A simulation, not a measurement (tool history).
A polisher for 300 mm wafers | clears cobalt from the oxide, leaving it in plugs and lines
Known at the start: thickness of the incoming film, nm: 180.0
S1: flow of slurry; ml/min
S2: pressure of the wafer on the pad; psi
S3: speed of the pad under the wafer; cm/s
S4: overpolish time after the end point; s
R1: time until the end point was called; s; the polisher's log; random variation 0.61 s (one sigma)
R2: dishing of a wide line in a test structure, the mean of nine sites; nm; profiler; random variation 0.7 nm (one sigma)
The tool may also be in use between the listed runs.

run  hour   S1   S2   S3  S4      R1      R2
  1   0.0  120  2.2   94  13  33.178  47.238
  2   7.7  120  2.2  114  13  29.129  51.607
  3   8.4  120  2.2  114  18  27.482  63.300
  4  16.0   95  2.2  114  18  29.732  61.991
  5  18.1  100  2.1  114  17  30.932  57.408
  6  20.2  100  2.1  114  20  29.649  63.521
  7  22.6  105  2.0  114  18  32.053  56.449
  8  24.4  100  1.8  112  12  36.894  41.661
  9  32.4  100  1.8  112   8  36.677  31.313

Run 10 comes next. What will it give?
 10  35.1  100  1.8  112   8   ?   ?

Run 10 gave R1 37.002 s, R2 31.856 nm.
